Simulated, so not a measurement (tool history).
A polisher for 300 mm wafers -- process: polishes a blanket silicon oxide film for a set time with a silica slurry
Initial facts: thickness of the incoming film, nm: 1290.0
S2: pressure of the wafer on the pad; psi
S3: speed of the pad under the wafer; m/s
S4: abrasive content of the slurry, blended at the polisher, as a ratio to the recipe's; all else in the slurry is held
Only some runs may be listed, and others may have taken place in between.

run 1 hour=0 | flow_of_slurry_(ml/min)=290 S2=4.9 S3=1.04 S4=1 polishing_time_(s)=103 | film_removed_(nm)=369.13
run 2 hour=5.2 | flow_of_slurry_(ml/min)=290 S2=4.9 S3=1.04 S4=0.8 polishing_time_(s)=103 | film_removed_(nm)=344.63
run 3 hour=11 | flow_of_slurry_(ml/min)=345 S2=4.9 S3=1.04 S4=0.8 polishing_time_(s)=103 | film_removed_(nm)=349.37
run 4 hour=17.3 | flow_of_slurry_(ml/min)=345 S2=4.9 S3=0.86 S4=0.8 polishing_time_(s)=103 | film_removed_(nm)=299.31
run 5 hour=19.2 | flow_of_slurry_(ml/min)=345 S2=5.2 S3=0.86 S4=0.8 polishing_time_(s)=103 | film_removed_(nm)=315.43
run 6 hour=25.6 | flow_of_slurry_(ml/min)=345 S2=5.4 S3=0.86 S4=0.8 polishing_time_(s)=103 | film_removed_(nm)=326.07
-- hour=29.1 head pressure recalibrated
run 7 hour=29.1 | flow_of_slurry_(ml/min)=345 S2=5.6 S3=0.86 S4=0.8 polishing_time_(s)=103 | film_removed_(nm)=315.56

Predict the results of run 8:
run 8 hour=36.1 | flow_of_slurry_(ml/min)=345 S2=6 S3=0.88 S4=0.8 polishing_time_(s)=103 | film_removed_(nm)=?

{"run 8": {"film removed (nm)": 338.22}}

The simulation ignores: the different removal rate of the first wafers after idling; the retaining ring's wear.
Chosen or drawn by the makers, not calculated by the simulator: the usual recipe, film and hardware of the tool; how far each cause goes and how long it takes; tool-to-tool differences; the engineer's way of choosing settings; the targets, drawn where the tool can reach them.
